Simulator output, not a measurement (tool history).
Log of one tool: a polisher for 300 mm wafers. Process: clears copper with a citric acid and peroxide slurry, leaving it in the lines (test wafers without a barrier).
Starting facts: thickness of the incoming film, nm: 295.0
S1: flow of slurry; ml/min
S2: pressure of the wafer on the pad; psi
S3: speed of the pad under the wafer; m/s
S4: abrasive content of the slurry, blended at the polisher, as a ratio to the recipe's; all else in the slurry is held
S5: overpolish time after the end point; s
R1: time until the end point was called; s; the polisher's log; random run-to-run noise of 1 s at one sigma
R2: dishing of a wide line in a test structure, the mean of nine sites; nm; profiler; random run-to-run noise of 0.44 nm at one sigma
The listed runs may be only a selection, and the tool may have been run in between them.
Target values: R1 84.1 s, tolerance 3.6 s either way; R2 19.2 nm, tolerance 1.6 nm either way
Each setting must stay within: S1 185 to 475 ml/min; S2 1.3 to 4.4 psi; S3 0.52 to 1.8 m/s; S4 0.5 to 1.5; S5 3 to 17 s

run  hour   S1   S2    S3  S4  S5      R1      R2
  1     0  305  2.8  1.16   1   9  115.54   12.57
  2   1.6  305  2.8   0.9   1   9  149.55  10.396
  3   6.9  350  2.8   0.9   1   9  148.35  10.036
  4  13.9  345  3.2  0.92   1  10  128.46   12.14
  5  19.5  345  2.9  0.92   1  10  141.69  12.012
  6  26.5  345  3.3  0.94   1  11  121.64   13.21
  7  27.3  345  3.6  0.96   1  12   112.1  15.594
  8  30.7  345  3.8  0.98   1  12  104.16  16.168
  9  33.8  345    4     1   1  12  97.425  16.683

Exactly one of the 5 candidate moves below puts every result within its allowed miss. Which one?
  A  36.9  300  3.9  1.06  1.05  16   ?   ?
  B  36.9  295  2.9  1.38  1.35  10   ?   ?
  C  36.9  390  3.9  1.16   1.1  10   ?   ?
  D  36.9  285  3.7  1.14   1.1  15   ?   ?
  E  36.9  275  4.4  1.08     1  14   ?   ?

move      R1      R2
   A  95.632  18.133
   B  91.501  14.787
   C  85.063  15.455
   D  92.884  17.859
   E  85.538   18.01
A: an improvement on the last run, though not all results are within tolerance
B: an improvement on the last run, though not all results are within tolerance
C: corrects the largest miss of the last run, while another result sits out of spec
D: an improvement on the last run, though not all results are within tolerance
E: all results in spec
The move that meets every target is E.
